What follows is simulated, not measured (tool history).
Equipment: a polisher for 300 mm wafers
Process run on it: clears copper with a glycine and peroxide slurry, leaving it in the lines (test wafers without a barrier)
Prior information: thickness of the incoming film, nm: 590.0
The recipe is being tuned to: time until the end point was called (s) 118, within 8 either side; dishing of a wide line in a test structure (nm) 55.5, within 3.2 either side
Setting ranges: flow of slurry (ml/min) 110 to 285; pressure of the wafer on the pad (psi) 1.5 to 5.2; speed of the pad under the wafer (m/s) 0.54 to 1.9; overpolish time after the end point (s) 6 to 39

| run | hour | flow of slurry (ml/min) | pressure of the wafer on the pad (psi) | speed of the pad under the wafer (m/s) | overpolish time after the end point (s) | time until the end point was called (s) | dishing of a wide line in a test structure (nm) |
|---|---|---|---|---|---|---|---|
| 1 | 0 | 180 | 3.3 | 1.22 | 20 | 63.163 | 80.601 |
| 2 | 8.7 | 180 | 3.3 | 1.06 | 20 | 69.04 | 75.93 |
| 3 | 15.1 | 180 | 3.3 | 1.06 | 25 | 69.746 | 84.917 |
| 4 | 21 | 180 | 3 | 1.04 | 24 | 76.505 | 77.073 |
| 5 | 29.4 | 180 | 3 | 1.04 | 30 | 75.694 | 90.16 |
| 6 | 35.4 | 180 | 3.7 | 1.04 | 30 | 64.635 | 97.351 |
| 7 | 39.8 | 180 | 3.4 | 0.98 | 28 | 69.192 | 88.905 |
| 8 | 40.9 | 180 | 3.1 | 0.92 | 27 | 83.461 | 79.412 |
| 9 | 49.7 | 180 | 2.9 | 0.9 | 25 | 91.044 | 73.279 |
| 10 | 50.6 | 180 | 2.8 | 0.9 | 24 | 90.185 | 69.942 |
| 11 | 52.1 | 180 | 2.6 | 0.9 | 23 | 95.052 | 65.378 |

Exercise: of the 4 proposed moves below, exactly one satisfies all targets within the stated allowed misses. Which move is it?
| A | 53.6 | 180 | 2.5 | 0.88 | 25 | ? | ? |
| B | 53.6 | 180 | 2.3 | 0.8 | 27 | ? | ? |
| C | 53.6 | 170 | 1.9 | 1.04 | 26 | ? | ? |
| D | 53.6 | 170 | 2.4 | 0.76 | 23 | ? | ? |

| move | time until the end point was called (s) | dishing of a wide line in a test structure (nm) |
|---|---|---|
| A | 101.6 | 66.632 |
| B | 116.63 | 64.035 |
| C | 111.51 | 62.372 |
| D | 118.52 | 57.036 |
A: moves away from the targets compared with the last run
B: nearer the targets than the last run, but a result is still out of spec
C: nearer the targets than the last run, but a result is still out of spec
D: every result within its allowed miss
Correct choice: D, which meets every target
